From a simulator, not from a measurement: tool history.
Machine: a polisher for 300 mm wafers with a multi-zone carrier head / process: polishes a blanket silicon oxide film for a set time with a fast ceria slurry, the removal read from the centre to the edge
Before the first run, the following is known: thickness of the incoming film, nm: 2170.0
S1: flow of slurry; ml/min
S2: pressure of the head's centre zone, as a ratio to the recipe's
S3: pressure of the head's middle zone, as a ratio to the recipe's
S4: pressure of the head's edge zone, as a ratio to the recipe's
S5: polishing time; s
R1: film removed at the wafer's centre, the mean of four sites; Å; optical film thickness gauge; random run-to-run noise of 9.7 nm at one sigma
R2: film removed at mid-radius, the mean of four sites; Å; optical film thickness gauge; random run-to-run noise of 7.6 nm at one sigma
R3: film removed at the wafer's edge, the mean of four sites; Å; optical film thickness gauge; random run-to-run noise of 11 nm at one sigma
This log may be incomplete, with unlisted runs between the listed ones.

Run 1, hour 0: S1 305 ml/min, S2 1, S3 1, S4 1, S5 45 s. Result: R1 6693.8 Å, R2 6743.9 Å, R3 6856.6 Å.
Run 2, hour 6.6: S1 305 ml/min, S2 1, S3 1, S4 0.92, S5 45 s. Result: R1 6495.3 Å, R2 6812.7 Å, R3 6730.3 Å.
Run 3, hour 10.9: S1 305 ml/min, S2 1, S3 1.04, S4 0.92, S5 45 s. Result: R1 6511 Å, R2 6859.8 Å, R3 6772.9 Å.
Run 4, hour 19.6: S1 300 ml/min, S2 0.96, S3 1.03, S4 0.97, S5 48 s. Result: R1 6617.1 Å, R2 7266.7 Å, R3 7399.1 Å.
Run 5, hour 23.4: S1 300 ml/min, S2 1.02, S3 1.03, S4 0.97, S5 48 s. Result: R1 7082 Å, R2 7228.2 Å, R3 7424.4 Å.
Run 6, hour 25.6: S1 300 ml/min, S2 1.02, S3 1.11, S4 0.97, S5 48 s. Result: R1 7193.8 Å, R2 7674.4 Å, R3 7317.9 Å.

Run 7 comes next. What will it give?
Run 7, hour 31.4: S1 290 ml/min, S2 0.99, S3 1.09, S4 1, S5 50 s. Result: R1 ?, R2 ?, R3 ?.

R1: 7257.7 Å
R2: 7930.8 Å
R3: 7710.2 Å
